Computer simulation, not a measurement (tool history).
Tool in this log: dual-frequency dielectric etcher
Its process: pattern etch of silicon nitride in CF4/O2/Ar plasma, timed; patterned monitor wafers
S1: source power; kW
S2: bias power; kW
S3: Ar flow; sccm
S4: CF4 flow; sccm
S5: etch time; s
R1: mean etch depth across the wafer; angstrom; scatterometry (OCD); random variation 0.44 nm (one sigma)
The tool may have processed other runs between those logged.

| run | day | S1 | S2 | S3 | S4 | S5 | R1 |
|---|---|---|---|---|---|---|---|
| 1 | 0 | 0.49 | 0.062 | 108 | 87 | 123.5 | 2301.5 |
| 2 | 0.317 | 0.49 | 0.062 | 121 | 87 | 123.5 | 2259.3 |
| 3 | 0.675 | 0.49 | 0.062 | 121 | 87 | 123.5 | 2260.2 |
| 4 | 0.779 | 0.49 | 0.062 | 121 | 80 | 123.5 | 2233.7 |
| 5 | 0.954 | 0.46 | 0.061 | 121 | 80 | 123.5 | 2078.9 |
| 6 | 1.183 | 0.46 | 0.061 | 121 | 89 | 123.5 | 2109.5 |
| 7 | 1.271 | 0.37 | 0.059 | 122 | 88 | 123.5 | 1647.5 |
| 8 | 1.571 | 0.38 | 0.059 | 122 | 88 | 123.5 | 1700.9 |

Predict the results of run 9:
| 9 | 1.779 | 0.39 | 0.059 | 122 | 88 | 123.5 | ? |

Logged for run 9: R1 1755.3 angstrom.
